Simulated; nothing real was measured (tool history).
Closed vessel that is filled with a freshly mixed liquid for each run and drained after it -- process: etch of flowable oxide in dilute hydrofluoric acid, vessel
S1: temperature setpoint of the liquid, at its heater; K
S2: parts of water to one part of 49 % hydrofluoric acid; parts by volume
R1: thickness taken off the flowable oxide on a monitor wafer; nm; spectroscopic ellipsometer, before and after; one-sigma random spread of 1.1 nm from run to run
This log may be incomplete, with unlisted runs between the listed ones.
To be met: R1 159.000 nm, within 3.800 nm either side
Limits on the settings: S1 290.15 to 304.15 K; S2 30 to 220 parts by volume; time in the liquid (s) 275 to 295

Run 1, hour 0.0: S1 296.15 K, S2 125 parts by volume, time in the liquid (s) 275. Result: R1 90.622 nm.
Run 2, hour 6.2: S1 296.15 K, S2 80 parts by volume, time in the liquid (s) 275. Result: R1 147.280 nm.
Run 3, hour 14.7: S1 296.65 K, S2 80 parts by volume, time in the liquid (s) 275. Result: R1 149.640 nm.
Run 4, hour 20.3: S1 296.65 K, S2 105 parts by volume, time in the liquid (s) 275. Result: R1 110.340 nm.
Run 5, hour 29.1: S1 298.15 K, S2 100 parts by volume, time in the liquid (s) 275. Result: R1 123.580 nm.
Run 6, hour 36.6: S1 298.15 K, S2 60 parts by volume, time in the liquid (s) 275. Result: R1 217.810 nm.
Run 7, hour 42.5: S1 296.65 K, S2 60 parts by volume, time in the liquid (s) 275. Result: R1 204.420 nm.
Run 8, hour 49.9: S1 295.15 K, S2 60 parts by volume, time in the liquid (s) 275. Result: R1 194.190 nm.
Run 9, hour 53.0: S1 291.15 K, S2 65 parts by volume, time in the liquid (s) 275. Result: R1 151.150 nm.
Run 10, hour 61.4: S1 291.15 K, S2 65 parts by volume, time in the liquid (s) 275. Result: R1 150.930 nm.
Run 11, hour 66.2: S1 291.65 K, S2 65 parts by volume, time in the liquid (s) 275. Result: R1 154.120 nm.

Pick the move, out of 5, that brings all results within their allowed miss; only one does.
Run A, hour 71.0: S1 292.65 K, S2 65 parts by volume, time in the liquid (s) 275. Result: R1 ?.
Run B, hour 71.0: S1 293.15 K, S2 70 parts by volume, time in the liquid (s) 275. Result: R1 ?.
Run C, hour 71.0: S1 291.65 K, S2 60 parts by volume, time in the liquid (s) 280. Result: R1 ?.
Run D, hour 71.0: S1 294.65 K, S2 75 parts by volume, time in the liquid (s) 275. Result: R1 ?.
Run E, hour 71.0: S1 295.15 K, S2 80 parts by volume, time in the liquid (s) 295. Result: R1 ?.

move       R1
   A  159.140
   B  150.030
   C  169.210
   D  148.160
   E  151.180
A: every result lands within tolerance
B: further off than the last run
C: moves the result that the last run missed by most past its target, out the other side
D: further off than the last run
E: further off than the last run
Go with A: it meets all targets.

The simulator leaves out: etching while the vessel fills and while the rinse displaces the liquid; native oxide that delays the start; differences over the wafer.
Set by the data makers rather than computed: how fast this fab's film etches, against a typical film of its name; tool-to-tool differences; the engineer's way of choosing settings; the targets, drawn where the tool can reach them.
